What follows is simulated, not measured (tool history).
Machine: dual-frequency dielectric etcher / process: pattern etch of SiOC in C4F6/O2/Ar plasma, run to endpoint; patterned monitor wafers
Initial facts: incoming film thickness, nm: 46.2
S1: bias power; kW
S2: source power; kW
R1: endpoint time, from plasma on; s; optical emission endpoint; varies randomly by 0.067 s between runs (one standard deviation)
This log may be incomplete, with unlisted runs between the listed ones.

run	day	S1	S2	R1
1	0.000	0.595	0.350	15.425
2	0.033	0.552	0.330	16.330
3	0.333	0.608	0.330	15.834
4	0.488	0.571	0.310	16.684
5	0.821	0.539	0.300	17.239
6	0.929	0.539	0.260	18.854

The next listed run, before its measurement:
7	1.171	0.525	0.260	?

R1: 18.883 s
